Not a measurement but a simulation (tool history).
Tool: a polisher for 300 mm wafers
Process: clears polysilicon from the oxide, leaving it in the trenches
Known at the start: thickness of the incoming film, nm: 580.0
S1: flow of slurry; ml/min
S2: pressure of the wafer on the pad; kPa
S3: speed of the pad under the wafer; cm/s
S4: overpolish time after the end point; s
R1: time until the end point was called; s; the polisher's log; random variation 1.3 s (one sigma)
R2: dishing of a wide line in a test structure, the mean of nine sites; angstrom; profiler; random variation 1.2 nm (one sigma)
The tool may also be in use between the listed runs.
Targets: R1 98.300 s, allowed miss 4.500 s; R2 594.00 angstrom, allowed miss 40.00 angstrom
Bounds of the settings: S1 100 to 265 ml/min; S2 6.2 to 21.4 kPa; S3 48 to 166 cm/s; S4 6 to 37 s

run 1 hour=0.0 | S1=170 S2=13.8 S3=106 S4=19 | R1=64.475 R2=703.69
run 2 hour=4.7 | S1=170 S2=11.7 S3=106 S4=19 | R1=73.963 R2=652.80
run 3 hour=7.1 | S1=170 S2=10.3 S3=106 S4=19 | R1=84.368 R2=651.29
run 4 hour=13.1 | S1=170 S2=13.8 S3=106 S4=19 | R1=63.563 R2=723.38
run 5 hour=21.6 | S1=170 S2=13.8 S3=106 S4=24 | R1=64.530 R2=720.42
run 6 hour=29.2 | S1=170 S2=11.7 S3=106 S4=21 | R1=75.653 R2=687.37
run 7 hour=32.3 | S1=170 S2=10.3 S3=106 S4=19 | R1=83.452 R2=621.63
run 8 hour=39.8 | S1=165 S2=7.6 S3=104 S4=21 | R1=116.330 R2=563.81
run 9 hour=48.6 | S1=165 S2=7.6 S3=104 S4=21 | R1=119.270 R2=556.79
run 10 hour=53.8 | S1=180 S2=7.6 S3=104 S4=20 | R1=113.670 R2=547.92
run 11 hour=60.5 | S1=180 S2=8.3 S3=104 S4=21 | R1=105.360 R2=597.84

Which of these 5 next moves meets every target?
run A hour=67.2 | S1=220 S2=8.3 S3=94 S4=32 | R1=? R2=?
run B hour=67.2 | S1=165 S2=8.3 S3=102 S4=37 | R1=? R2=?
run C hour=67.2 | S1=165 S2=9.0 S3=90 S4=22 | R1=? R2=?
run D hour=67.2 | S1=160 S2=10.3 S3=82 S4=19 | R1=? R2=?
run E hour=67.2 | S1=145 S2=11.7 S3=82 S4=20 | R1=? R2=?

move=A R1=113.120 R2=687.56
move=B R1=110.490 R2=716.41
move=C R1=115.550 R2=596.64
move=D R1=110.970 R2=568.19
move=E R1=100.750 R2=607.46
A: further off than the last run
B: further off than the last run
C: further off than the last run
D: further off than the last run
E: meets every target
Move E is the one to make.

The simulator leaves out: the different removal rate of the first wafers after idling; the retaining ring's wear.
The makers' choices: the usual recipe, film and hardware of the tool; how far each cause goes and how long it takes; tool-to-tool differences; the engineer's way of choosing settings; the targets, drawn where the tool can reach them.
